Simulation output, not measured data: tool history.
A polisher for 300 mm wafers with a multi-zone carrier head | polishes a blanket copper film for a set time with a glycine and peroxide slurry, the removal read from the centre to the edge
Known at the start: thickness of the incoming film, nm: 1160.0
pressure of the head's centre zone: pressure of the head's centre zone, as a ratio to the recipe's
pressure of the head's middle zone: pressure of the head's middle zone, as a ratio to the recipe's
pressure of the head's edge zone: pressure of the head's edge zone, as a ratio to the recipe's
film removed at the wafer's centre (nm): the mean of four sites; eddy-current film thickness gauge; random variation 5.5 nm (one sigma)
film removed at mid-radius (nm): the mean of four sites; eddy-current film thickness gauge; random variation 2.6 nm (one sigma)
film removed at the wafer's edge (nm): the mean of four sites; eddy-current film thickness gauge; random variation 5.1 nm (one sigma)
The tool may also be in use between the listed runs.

run  hour  flow of slurry (ml/min)  pressure of the head's centre zone  pressure of the head's middle zone  pressure of the head's edge zone  polishing time (s)  film removed at the wafer's centre (nm)  film removed at mid-radius (nm)  film removed at the wafer's edge (nm)
  1   0.0                      280                                1.00                                1.00                              1.00                  63                                   351.91                           353.83                                 350.90
  2   1.3                      280                                1.00                                1.00                              0.92                  63                                   355.29                           354.13                                 333.16
  3   5.4                      295                                1.03                                1.01                              0.99                  64                                   378.18                           365.59                                 355.90
  4  10.0                      295                                1.03                                1.07                              0.99                  64                                   373.60                           382.04                                 356.50
  5  18.5                      295                                1.03                                1.14                              0.99                  64                                   367.74                           402.69                                 349.33
  6  27.3                      305                                1.05                                1.12                              1.05                  65                                   391.45                           404.95                                 365.30
  7  28.8                      305                                1.04                                1.09                              1.08                  66                                   392.09                           402.01                                 377.62
  8  37.6                      305                                1.04                                1.09                              1.08                  66                                   392.76                           400.31                                 386.54

Forecast run 9:
  9  46.1                      310                                1.05                                1.08                              1.10                  66                                        ?                                ?                                      ?

film removed at the wafer's centre (nm): 396.68
film removed at mid-radius (nm): 399.14
film removed at the wafer's edge (nm): 383.13

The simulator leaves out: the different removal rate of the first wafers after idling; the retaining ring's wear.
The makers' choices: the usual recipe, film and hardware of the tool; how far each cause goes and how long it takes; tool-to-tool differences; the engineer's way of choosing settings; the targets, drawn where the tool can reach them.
